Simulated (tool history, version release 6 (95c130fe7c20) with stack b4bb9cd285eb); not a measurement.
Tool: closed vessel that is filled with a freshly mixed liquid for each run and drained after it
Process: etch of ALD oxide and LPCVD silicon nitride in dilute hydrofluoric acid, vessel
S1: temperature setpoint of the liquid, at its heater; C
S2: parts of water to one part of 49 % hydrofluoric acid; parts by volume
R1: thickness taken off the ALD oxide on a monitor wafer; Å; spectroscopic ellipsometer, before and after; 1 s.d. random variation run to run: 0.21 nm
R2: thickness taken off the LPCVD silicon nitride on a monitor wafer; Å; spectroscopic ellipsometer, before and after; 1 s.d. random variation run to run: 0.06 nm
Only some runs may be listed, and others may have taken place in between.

{"run": 1, "day": 0.0, "S1": 23, "S2": 90, "time in the liquid (s)": 60, "R1": 186.41, "R2": 2.5091}
{"run": 2, "day": 0.196, "S1": 23, "S2": 90, "time in the liquid (s)": 35, "R1": 109.61, "R2": 2.2235}
{"run": 3, "day": 0.329, "S1": 24.5, "S2": 70, "time in the liquid (s)": 35, "R1": 151.01, "R2": 2.4391}
{"run": 4, "day": 0.667, "S1": 24.5, "S2": 70, "time in the liquid (s)": 55, "R1": 242.96, "R2": 4.9805}
{"run": 5, "day": 1.0, "S1": 25.5, "S2": 70, "time in the liquid (s)": 55, "R1": 250.24, "R2": 4.6641}
{"run": 6, "day": 1.167, "S1": 26.5, "S2": 70, "time in the liquid (s)": 55, "R1": 260.64, "R2": 4.886}
{"run": 7, "day": 1.375, "S1": 27.5, "S2": 70, "time in the liquid (s)": 55, "R1": 270.45, "R2": 5.4801}
{"run": 8, "day": 1.471, "S1": 28, "S2": 65, "time in the liquid (s)": 55, "R1": 298.16, "R2": 5.7655}
{"run": 9, "day": 1.658, "S1": 28.5, "S2": 65, "time in the liquid (s)": 55, "R1": 301.27, "R2": 5.9135}
{"run": 10, "day": 1.742, "S1": 29, "S2": 65, "time in the liquid (s)": 55, "R1": 309.74, "R2": 6.4837}

The next listed run, before its measurement:
{"run": 11, "day": 1.817, "S1": 29, "S2": 65, "time in the liquid (s)": 55, "R1": "?", "R2": "?"}

R1: 310.76 Å
R2: 5.6606 Å
